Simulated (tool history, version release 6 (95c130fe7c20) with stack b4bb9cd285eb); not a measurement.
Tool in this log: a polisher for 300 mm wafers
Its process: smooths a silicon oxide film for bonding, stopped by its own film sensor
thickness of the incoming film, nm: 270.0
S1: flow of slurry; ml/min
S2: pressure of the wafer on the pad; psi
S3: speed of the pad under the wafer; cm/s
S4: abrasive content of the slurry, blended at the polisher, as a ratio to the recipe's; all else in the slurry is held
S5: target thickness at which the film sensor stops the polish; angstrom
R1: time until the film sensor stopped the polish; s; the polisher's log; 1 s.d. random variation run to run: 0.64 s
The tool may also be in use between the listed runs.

run 1 hour=0 | S1=125 S2=2.5 S3=72 S4=1 S5=1920 | R1=100.41
run 2 hour=0.8 | S1=100 S2=2.5 S3=72 S4=1 S5=1920 | R1=106.61
run 3 hour=5.1 | S1=115 S2=2.7 S3=72 S4=1 S5=1920 | R1=96.597
run 4 hour=7 | S1=125 S2=2.9 S3=72 S4=1 S5=1920 | R1=87.351
run 5 hour=8 | S1=125 S2=2.9 S3=72 S4=0.9 S5=1920 | R1=94.709
run 6 hour=11.6 | S1=135 S2=3.1 S3=72 S4=0.9 S5=1920 | R1=87.501
run 7 hour=12.3 | S1=140 S2=3.3 S3=74 S4=0.9 S5=1920 | R1=81.319
run 8 hour=19.1 | S1=140 S2=3.4 S3=76 S4=0.9 S5=1920 | R1=75.875
run 9 hour=23.6 | S1=140 S2=3.5 S3=76 S4=0.9 S5=1920 | R1=75.186
run 10 hour=27.1 | S1=145 S2=3.6 S3=78 S4=0.9 S5=1920 | R1=70.898

Forecast run 11:
run 11 hour=29.4 | S1=145 S2=3.7 S3=80 S4=0.9 S5=1920 | R1=?

{"run 11": {"R1": 66.842}}

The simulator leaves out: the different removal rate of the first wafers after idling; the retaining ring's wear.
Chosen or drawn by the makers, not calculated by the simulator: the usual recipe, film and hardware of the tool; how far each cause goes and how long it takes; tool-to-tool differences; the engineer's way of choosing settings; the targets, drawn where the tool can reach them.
